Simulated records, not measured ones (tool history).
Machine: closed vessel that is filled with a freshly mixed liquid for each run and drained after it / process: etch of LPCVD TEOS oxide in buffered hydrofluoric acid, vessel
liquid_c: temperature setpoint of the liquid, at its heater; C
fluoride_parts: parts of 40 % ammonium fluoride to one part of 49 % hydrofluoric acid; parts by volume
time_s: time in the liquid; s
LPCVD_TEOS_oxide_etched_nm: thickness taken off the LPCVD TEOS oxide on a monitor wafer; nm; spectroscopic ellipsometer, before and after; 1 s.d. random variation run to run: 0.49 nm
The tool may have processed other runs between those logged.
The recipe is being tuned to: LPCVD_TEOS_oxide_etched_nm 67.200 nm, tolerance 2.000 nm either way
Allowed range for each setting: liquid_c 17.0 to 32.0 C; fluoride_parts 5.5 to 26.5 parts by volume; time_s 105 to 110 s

{"run": 1, "hour": 0.0, "liquid_c": 24.0, "fluoride_parts": 16.0, "time_s": 105, "LPCVD_TEOS_oxide_etched_nm": 112.53}
{"run": 2, "hour": 7.6, "liquid_c": 22.5, "fluoride_parts": 16.5, "time_s": 105, "LPCVD_TEOS_oxide_etched_nm": 100.44}
{"run": 3, "hour": 11.4, "liquid_c": 19.5, "fluoride_parts": 16.5, "time_s": 105, "LPCVD_TEOS_oxide_etched_nm": 85.042}
{"run": 4, "hour": 19.3, "liquid_c": 19.0, "fluoride_parts": 17.0, "time_s": 105, "LPCVD_TEOS_oxide_etched_nm": 80.343}
{"run": 5, "hour": 21.2, "liquid_c": 18.5, "fluoride_parts": 17.5, "time_s": 105, "LPCVD_TEOS_oxide_etched_nm": 76.272}
{"run": 6, "hour": 22.5, "liquid_c": 18.5, "fluoride_parts": 17.5, "time_s": 110, "LPCVD_TEOS_oxide_etched_nm": 79.135}
{"run": 7, "hour": 31.1, "liquid_c": 18.0, "fluoride_parts": 18.0, "time_s": 110, "LPCVD_TEOS_oxide_etched_nm": 75.842}
{"run": 8, "hour": 37.4, "liquid_c": 17.5, "fluoride_parts": 18.5, "time_s": 110, "LPCVD_TEOS_oxide_etched_nm": 70.888}

Exactly one of the 4 candidate moves below puts every result within its allowed miss. Which one?
{"run": "A", "hour": 43.7, "liquid_c": 19.0, "fluoride_parts": 18.5, "time_s": 105, "LPCVD_TEOS_oxide_etched_nm": "?"}
{"run": "B", "hour": 43.7, "liquid_c": 17.0, "fluoride_parts": 18.0, "time_s": 110, "LPCVD_TEOS_oxide_etched_nm": "?"}
{"run": "C", "hour": 43.7, "liquid_c": 19.0, "fluoride_parts": 19.0, "time_s": 110, "LPCVD_TEOS_oxide_etched_nm": "?"}
{"run": "D", "hour": 43.7, "liquid_c": 17.0, "fluoride_parts": 18.0, "time_s": 105, "LPCVD_TEOS_oxide_etched_nm": "?"}

move=A LPCVD_TEOS_oxide_etched_nm=74.196
move=B LPCVD_TEOS_oxide_etched_nm=71.277
move=C LPCVD_TEOS_oxide_etched_nm=75.709
move=D LPCVD_TEOS_oxide_etched_nm=68.037
A: its largest miss is bigger than the last run's
B: its largest miss is bigger than the last run's
C: its largest miss is bigger than the last run's
D: meets every target
The right move is D.
